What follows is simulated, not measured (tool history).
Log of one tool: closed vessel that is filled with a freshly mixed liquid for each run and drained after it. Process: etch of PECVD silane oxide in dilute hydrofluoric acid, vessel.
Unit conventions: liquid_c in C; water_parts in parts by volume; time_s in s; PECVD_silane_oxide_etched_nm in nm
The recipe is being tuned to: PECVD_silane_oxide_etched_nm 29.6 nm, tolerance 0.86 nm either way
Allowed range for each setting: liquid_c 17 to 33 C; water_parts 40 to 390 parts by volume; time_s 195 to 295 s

run,hour,liquid_c,water_parts,time_s,PECVD_silane_oxide_etched_nm
1,0,25,215,295,18.058
2,8.7,26,210,295,19.449
3,14,27,205,295,20.704
4,16.2,27.5,200,295,21.702
5,24.6,27.5,135,295,34.501
6,31.9,27,135,295,33.82
7,34.7,26.5,135,295,33.276
8,39.3,26.5,135,295,33.29
9,44.5,26.5,135,295,33.51
10,49,26,135,295,32.639
11,55.3,25.5,135,295,31.882
12,60.6,25.5,135,295,32.188
13,67.9,25.5,135,295,31.964
14,68.7,24.5,135,295,30.901

Which single option among these 4 for the next run brings every result within its allowed miss of target? Just one does.
A,69.5,23.5,120,295,?
B,69.5,23.5,85,195,?
C,69.5,27.5,145,295,?
D,69.5,23.5,135,295,?

move,PECVD_silane_oxide_etched_nm
A,33.696
B,32.804
C,31.512
D,29.433
A: lands further from the targets than the last run did
B: lands further from the targets than the last run did
C: lands further from the targets than the last run did
D: all results land within tolerance of their targets
D is the move that brings every result within its allowed miss.
